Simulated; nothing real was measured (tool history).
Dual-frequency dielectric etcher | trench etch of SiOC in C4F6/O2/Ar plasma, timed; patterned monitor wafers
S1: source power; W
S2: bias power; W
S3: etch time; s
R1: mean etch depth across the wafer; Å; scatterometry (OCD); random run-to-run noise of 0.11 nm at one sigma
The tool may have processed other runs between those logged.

Run 1, day 0.000: S1 290 W, S2 209 W, S3 22 s. Result: R1 444.74 Å.
Run 2, day 0.192: S1 280 W, S2 208 W, S3 22 s. Result: R1 431.83 Å.
Run 3, day 0.271: S1 270 W, S2 207 W, S3 22 s. Result: R1 424.82 Å.
Run 4, day 0.467: S1 250 W, S2 207 W, S3 22 s. Result: R1 405.90 Å.
Run 5, day 0.621: S1 250 W, S2 174 W, S3 22 s. Result: R1 377.37 Å.
Run 6, day 0.654: S1 260 W, S2 174 W, S3 22 s. Result: R1 386.87 Å.
Run 7, day 0.946: S1 270 W, S2 174 W, S3 22 s. Result: R1 396.98 Å.

Estimate the outcome of run 8 from the log above:
Run 8, day 1.225: S1 300 W, S2 175 W, S3 22 s. Result: R1 ?.

Run 8 gave R1 420.48 Å.

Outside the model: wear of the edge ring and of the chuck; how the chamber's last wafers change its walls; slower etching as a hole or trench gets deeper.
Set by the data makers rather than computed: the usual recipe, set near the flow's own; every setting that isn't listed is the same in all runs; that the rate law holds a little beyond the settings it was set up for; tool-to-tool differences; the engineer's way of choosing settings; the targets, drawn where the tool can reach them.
